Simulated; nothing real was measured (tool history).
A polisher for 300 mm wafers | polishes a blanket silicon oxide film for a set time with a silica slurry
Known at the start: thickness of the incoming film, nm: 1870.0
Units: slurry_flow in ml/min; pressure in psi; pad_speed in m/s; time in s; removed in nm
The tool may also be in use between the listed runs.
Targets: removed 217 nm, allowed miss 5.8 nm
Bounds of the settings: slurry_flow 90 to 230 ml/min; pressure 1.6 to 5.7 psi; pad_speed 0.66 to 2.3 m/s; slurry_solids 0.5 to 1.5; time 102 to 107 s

{"run": 1, "hour": 0.0, "slurry_flow": 150, "pressure": 3.6, "pad_speed": 1.46, "slurry_solids": 1, "time": 102, "removed": 336.95}
{"run": 2, "hour": 4.9, "slurry_flow": 150, "pressure": 3.6, "pad_speed": 1.78, "slurry_solids": 1, "time": 102, "removed": 394.34}
{"run": 3, "hour": 10.4, "slurry_flow": 150, "pressure": 3.6, "pad_speed": 1.78, "slurry_solids": 1, "time": 102, "removed": 390.51}
{"run": 4, "hour": 12.5, "slurry_flow": 145, "pressure": 3.2, "pad_speed": 1.78, "slurry_solids": 1, "time": 102, "removed": 352.43}
{"run": 5, "hour": 15.0, "slurry_flow": 145, "pressure": 3.2, "pad_speed": 1.78, "slurry_solids": 1.2, "time": 102, "removed": 368.95}
{"run": 6, "hour": 23.1, "slurry_flow": 140, "pressure": 2.9, "pad_speed": 1.76, "slurry_solids": 1.2, "time": 102, "removed": 332.66}
{"run": 7, "hour": 29.9, "slurry_flow": 135, "pressure": 2.7, "pad_speed": 1.76, "slurry_solids": 1.2, "time": 102, "removed": 316.8}
{"run": 8, "hour": 37.2, "slurry_flow": 135, "pressure": 2.5, "pad_speed": 1.74, "slurry_solids": 1.2, "time": 102, "removed": 292.89}
{"run": 9, "hour": 45.4, "slurry_flow": 130, "pressure": 2.3, "pad_speed": 1.74, "slurry_solids": 1.2, "time": 102, "removed": 267.42}
{"hour": 51.0, "done": "head pressure recalibrated"}
{"run": 10, "hour": 51.0, "slurry_flow": 125, "pressure": 2.2, "pad_speed": 1.74, "slurry_solids": 1.2, "time": 102, "removed": 277.97}
{"run": 11, "hour": 57.3, "slurry_flow": 155, "pressure": 1.6, "pad_speed": 1.54, "slurry_solids": 1.2, "time": 102, "removed": 204.96}
{"run": 12, "hour": 60.1, "slurry_flow": 155, "pressure": 1.8, "pad_speed": 1.54, "slurry_solids": 1.2, "time": 102, "removed": 223.55}

Which of these 4 next moves meets every target?
{"run": "A", "hour": 62.9, "slurry_flow": 160, "pressure": 1.6, "pad_speed": 1.6, "slurry_solids": 1.3, "time": 103, "removed": "?"}
{"run": "B", "hour": 62.9, "slurry_flow": 175, "pressure": 2, "pad_speed": 1.5, "slurry_solids": 1.2, "time": 102, "removed": "?"}
{"run": "C", "hour": 62.9, "slurry_flow": 145, "pressure": 2.3, "pad_speed": 1.44, "slurry_solids": 0.7, "time": 107, "removed": "?"}
{"run": "D", "hour": 62.9, "slurry_flow": 160, "pressure": 1.9, "pad_speed": 1.44, "slurry_solids": 1.05, "time": 107, "removed": "?"}

move=A removed=219.91
move=B removed=244.98
move=C removed=233
move=D removed=226.59
A: meets every target
B: further off than the last run
C: further off than the last run
D: further off than the last run
Move A is the one to make.
